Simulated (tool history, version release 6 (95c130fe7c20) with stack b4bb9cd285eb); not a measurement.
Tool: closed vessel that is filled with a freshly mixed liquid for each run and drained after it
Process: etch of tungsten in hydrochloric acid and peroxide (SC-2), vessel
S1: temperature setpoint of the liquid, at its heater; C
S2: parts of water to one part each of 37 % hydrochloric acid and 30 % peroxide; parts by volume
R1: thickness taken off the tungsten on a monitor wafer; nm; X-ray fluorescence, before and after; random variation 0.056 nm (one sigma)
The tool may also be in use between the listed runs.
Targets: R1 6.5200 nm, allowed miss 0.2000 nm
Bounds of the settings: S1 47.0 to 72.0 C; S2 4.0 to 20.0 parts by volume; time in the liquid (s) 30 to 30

Run 1, hour 0.0: S1 63.0 C, S2 11.0 parts by volume, time in the liquid (s) 30. Result: R1 15.5950 nm.
Run 2, hour 9.1: S1 63.0 C, S2 11.0 parts by volume, time in the liquid (s) 30. Result: R1 15.5510 nm.
Run 3, hour 14.8: S1 67.5 C, S2 11.0 parts by volume, time in the liquid (s) 30. Result: R1 20.2050 nm.
Run 4, hour 22.6: S1 63.0 C, S2 11.0 parts by volume, time in the liquid (s) 30. Result: R1 15.6530 nm.
Run 5, hour 29.3: S1 63.0 C, S2 11.0 parts by volume, time in the liquid (s) 30. Result: R1 15.5290 nm.
Run 6, hour 33.1: S1 59.5 C, S2 11.0 parts by volume, time in the liquid (s) 30. Result: R1 12.5970 nm.
Run 7, hour 36.5: S1 59.5 C, S2 11.0 parts by volume, time in the liquid (s) 30. Result: R1 12.2920 nm.
Run 8, hour 43.8: S1 57.5 C, S2 11.0 parts by volume, time in the liquid (s) 30. Result: R1 11.0410 nm.

4 next moves are on the table. One of them brings every result within its allowed miss. Which?
Run A, hour 51.1: S1 54.5 C, S2 16.0 parts by volume, time in the liquid (s) 30. Result: R1 ?.
Run B, hour 51.1: S1 51.5 C, S2 12.0 parts by volume, time in the liquid (s) 30. Result: R1 ?.
Run C, hour 51.1: S1 54.5 C, S2 15.0 parts by volume, time in the liquid (s) 30. Result: R1 ?.
Run D, hour 51.1: S1 66.0 C, S2 11.5 parts by volume, time in the liquid (s) 30. Result: R1 ?.

move       R1
   A   6.6247
   B   6.9988
   C   7.0143
   D  18.1570
A: meets every target
B: nearer than the last run, and not there yet
C: nearer than the last run, and not there yet
D: further off than the last run
The right move is A.
